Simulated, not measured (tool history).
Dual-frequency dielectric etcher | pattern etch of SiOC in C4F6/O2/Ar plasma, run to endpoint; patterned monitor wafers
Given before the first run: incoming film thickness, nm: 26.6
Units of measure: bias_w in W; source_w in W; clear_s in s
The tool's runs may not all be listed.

Run 1, day 0: bias_w 556 W, source_w 460 W. Result: clear_s 7.7134 s.
Run 2, day 0.071: bias_w 556 W, source_w 500 W. Result: clear_s 7.4328 s.
Run 3, day 0.246: bias_w 556 W, source_w 560 W. Result: clear_s 7.2146 s.
Run 4, day 0.575: bias_w 491 W, source_w 480 W. Result: clear_s 7.8566 s.
Run 5, day 0.767: bias_w 491 W, source_w 420 W. Result: clear_s 8.1764 s.
Run 6, day 0.85: bias_w 491 W, source_w 360 W. Result: clear_s 8.6838 s.
Run 7, day 1.038: bias_w 458 W, source_w 330 W. Result: clear_s 9.1409 s.
Run 8, day 1.338: bias_w 433 W, source_w 320 W. Result: clear_s 9.2724 s.
Run 9, day 1.388: bias_w 433 W, source_w 320 W. Result: clear_s 9.2279 s.
Run 10, day 1.7: bias_w 415 W, source_w 310 W. Result: clear_s 9.5315 s.

Run 11 is up next; what results do you expect?
Run 11, day 1.912: bias_w 403 W, source_w 310 W. Result: clear_s ?.

{"run 11": {"clear_s": 9.551}}
